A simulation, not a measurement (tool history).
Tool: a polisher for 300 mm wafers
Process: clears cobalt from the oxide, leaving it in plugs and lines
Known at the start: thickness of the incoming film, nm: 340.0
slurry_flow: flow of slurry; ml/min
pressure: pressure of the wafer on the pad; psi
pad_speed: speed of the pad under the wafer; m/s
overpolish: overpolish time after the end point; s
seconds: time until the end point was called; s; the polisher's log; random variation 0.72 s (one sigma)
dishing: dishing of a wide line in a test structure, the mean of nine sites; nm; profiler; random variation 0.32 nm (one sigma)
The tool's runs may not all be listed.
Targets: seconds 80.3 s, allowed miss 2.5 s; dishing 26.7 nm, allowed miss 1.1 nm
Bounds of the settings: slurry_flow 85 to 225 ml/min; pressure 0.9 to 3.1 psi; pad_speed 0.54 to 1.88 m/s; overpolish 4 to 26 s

run 1 day=0 | slurry_flow=145 pressure=2 pad_speed=1.2 overpolish=13 | seconds=53.792 dishing=47.462
run 2 day=0.075 | slurry_flow=180 pressure=2 pad_speed=1.2 overpolish=13 | seconds=52.077 dishing=48.298
run 3 day=0.196 | slurry_flow=180 pressure=1.8 pad_speed=1.2 overpolish=11 | seconds=56.39 dishing=41.975
run 4 day=0.267 | slurry_flow=180 pressure=1.8 pad_speed=1.42 overpolish=11 | seconds=50.462 dishing=45.258
run 5 day=0.358 | slurry_flow=180 pressure=1.6 pad_speed=1.4 overpolish=9 | seconds=55.687 dishing=36.913
run 6 day=0.45 | slurry_flow=170 pressure=1.4 pad_speed=1.4 overpolish=9 | seconds=62.104 dishing=35.115
run 7 day=0.796 | slurry_flow=165 pressure=1.3 pad_speed=1.4 overpolish=8 | seconds=65.522 dishing=30.577
run 8 day=0.892 | slurry_flow=155 pressure=1.2 pad_speed=1.4 overpolish=8 | seconds=73.093 dishing=28.471
run 9 day=1.088 | slurry_flow=145 pressure=1.2 pad_speed=1.4 overpolish=8 | seconds=71.443 dishing=29.367
run 10 day=1.392 | slurry_flow=140 pressure=1.2 pad_speed=1.4 overpolish=8 | seconds=73.292 dishing=28.948
run 11 day=1.633 | slurry_flow=130 pressure=1.2 pad_speed=1.4 overpolish=8 | seconds=73.923 dishing=28.339
run 12 day=1.929 | slurry_flow=125 pressure=1.2 pad_speed=1.4 overpolish=8 | seconds=73.983 dishing=28.346
run 13 day=2.296 | slurry_flow=125 pressure=1.2 pad_speed=1.4 overpolish=8 | seconds=74.741 dishing=28.339
run 14 day=2.35 | slurry_flow=120 pressure=1.2 pad_speed=1.4 overpolish=8 | seconds=75.114 dishing=28.519
run 15 day=2.525 | slurry_flow=115 pressure=1.2 pad_speed=1.4 overpolish=8 | seconds=73.828 dishing=28.196

Which of these 4 next moves meets every target?
run A day=2.7 | slurry_flow=130 pressure=1.2 pad_speed=1.14 overpolish=10 | seconds=? dishing=?
run B day=2.7 | slurry_flow=100 pressure=1.3 pad_speed=1.22 overpolish=8 | seconds=? dishing=?
run C day=2.7 | slurry_flow=105 pressure=1.5 pad_speed=1.26 overpolish=8 | seconds=? dishing=?
run D day=2.7 | slurry_flow=115 pressure=1.1 pad_speed=1.42 overpolish=7 | seconds=? dishing=?

move=A seconds=85.537 dishing=30.167
move=B seconds=79.074 dishing=27.057
move=C seconds=68.006 dishing=30.266
move=D seconds=78.301 dishing=24.577
A: takes the result that was furthest off past its target
B: meets every target
C: further off than the last run
D: brings the result that was furthest off to its target, and leaves another outside
Answer: B

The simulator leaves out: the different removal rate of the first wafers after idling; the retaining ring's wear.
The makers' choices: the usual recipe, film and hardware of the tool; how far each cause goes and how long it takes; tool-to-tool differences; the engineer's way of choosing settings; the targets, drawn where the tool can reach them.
